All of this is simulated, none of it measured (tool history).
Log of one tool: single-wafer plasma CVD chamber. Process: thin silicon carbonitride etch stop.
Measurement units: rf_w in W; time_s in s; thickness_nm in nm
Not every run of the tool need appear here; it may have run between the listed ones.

Run 1, hour 0: rf_w 270 W, time_s 13.9 s. Result: thickness_nm 8.2073 nm.
Run 2, hour 6.3: rf_w 270 W, time_s 15.6 s. Result: thickness_nm 9.194 nm.
Run 3, hour 11.5: rf_w 300 W, time_s 15.6 s. Result: thickness_nm 9.5832 nm.
Run 4, hour 12.1: rf_w 330 W, time_s 15.6 s. Result: thickness_nm 9.8996 nm.
Run 5, hour 12.8: rf_w 295 W, time_s 14.6 s. Result: thickness_nm 8.8651 nm.
Run 6, hour 21.2: rf_w 295 W, time_s 15.4 s. Result: thickness_nm 9.3902 nm.
Run 7, hour 22.4: rf_w 270 W, time_s 14.5 s. Result: thickness_nm 8.5719 nm.
Run 8, hour 30.9: rf_w 250 W, time_s 13.9 s. Result: thickness_nm 8.1334 nm.

Estimate the outcome of run 9 from the log above:
Run 9, hour 31.8: rf_w 205 W, time_s 11.7 s. Result: thickness_nm ?.

Run 9 produced thickness_nm 6.3637 nm.

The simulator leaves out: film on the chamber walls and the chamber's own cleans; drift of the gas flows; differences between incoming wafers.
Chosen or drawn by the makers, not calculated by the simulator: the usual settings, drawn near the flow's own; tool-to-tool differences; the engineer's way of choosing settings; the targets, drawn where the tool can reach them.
